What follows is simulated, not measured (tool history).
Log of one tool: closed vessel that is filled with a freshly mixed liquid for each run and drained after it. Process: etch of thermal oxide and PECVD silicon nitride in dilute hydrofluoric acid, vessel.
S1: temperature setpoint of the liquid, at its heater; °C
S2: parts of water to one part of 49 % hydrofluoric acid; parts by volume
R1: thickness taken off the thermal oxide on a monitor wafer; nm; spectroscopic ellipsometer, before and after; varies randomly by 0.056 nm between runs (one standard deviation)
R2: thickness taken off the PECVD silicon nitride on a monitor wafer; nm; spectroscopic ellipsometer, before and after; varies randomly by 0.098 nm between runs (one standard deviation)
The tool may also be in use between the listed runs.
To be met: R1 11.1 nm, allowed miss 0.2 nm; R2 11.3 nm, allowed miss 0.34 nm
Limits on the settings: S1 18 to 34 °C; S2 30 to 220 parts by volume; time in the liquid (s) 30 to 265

run 1 hour=0 | S1=26 S2=125 time_in_the_liquid_(s)=135 | R1=5.1223 R2=5.929
run 2 hour=8.5 | S1=26 S2=165 time_in_the_liquid_(s)=135 | R1=3.6992 R2=4.4375
run 3 hour=11.9 | S1=25 S2=165 time_in_the_liquid_(s)=135 | R1=3.6062 R2=4.2507
run 4 hour=19.8 | S1=25 S2=130 time_in_the_liquid_(s)=135 | R1=4.7724 R2=5.3
run 5 hour=27.1 | S1=25 S2=105 time_in_the_liquid_(s)=135 | R1=6.098 R2=6.6888
run 6 hour=36 | S1=25 S2=85 time_in_the_liquid_(s)=135 | R1=7.7047 R2=7.9452
run 7 hour=44.6 | S1=25.5 S2=75 time_in_the_liquid_(s)=135 | R1=9.0753 R2=9.4143
run 8 hour=49.2 | S1=25.5 S2=70 time_in_the_liquid_(s)=135 | R1=9.7591 R2=10.129
run 9 hour=58.3 | S1=25.5 S2=65 time_in_the_liquid_(s)=135 | R1=10.571 R2=10.954
run 10 hour=62.4 | S1=25.5 S2=60 time_in_the_liquid_(s)=135 | R1=11.438 R2=11.592
run 11 hour=64.4 | S1=25.5 S2=65 time_in_the_liquid_(s)=135 | R1=10.653 R2=11.003
run 12 hour=71.4 | S1=25.5 S2=60 time_in_the_liquid_(s)=135 | R1=11.373 R2=12.011
run 13 hour=78.8 | S1=24 S2=55 time_in_the_liquid_(s)=135 | R1=11.9 R2=11.696
run 14 hour=86.1 | S1=24.5 S2=55 time_in_the_liquid_(s)=135 | R1=12.093 R2=12.182

5 candidate next runs follow, results not yet known. Just one meets every target within its allowed miss. Identify it.
run A hour=93.4 | S1=26.5 S2=70 time_in_the_liquid_(s)=140 | R1=? R2=?
run B hour=93.4 | S1=24.5 S2=80 time_in_the_liquid_(s)=185 | R1=? R2=?
run C hour=93.4 | S1=29 S2=70 time_in_the_liquid_(s)=130 | R1=? R2=?
run D hour=93.4 | S1=27.5 S2=80 time_in_the_liquid_(s)=165 | R1=? R2=?
run E hour=93.4 | S1=28 S2=80 time_in_the_liquid_(s)=155 | R1=? R2=?

move=A R1=10.634 R2=11.37
move=B R1=11.204 R2=11.542
move=C R1=10.892 R2=12.417
move=D R1=11.25 R2=12.528
move=E R1=10.776 R2=12.155
A: carries the result that was furthest off beyond its target, to the other side
B: hits every target within its allowed miss
C: carries the result that was furthest off beyond its target, to the other side
D: gets the furthest-off result to its target, but another result is out of tolerance
E: carries the result that was furthest off beyond its target, to the other side
Answer: B
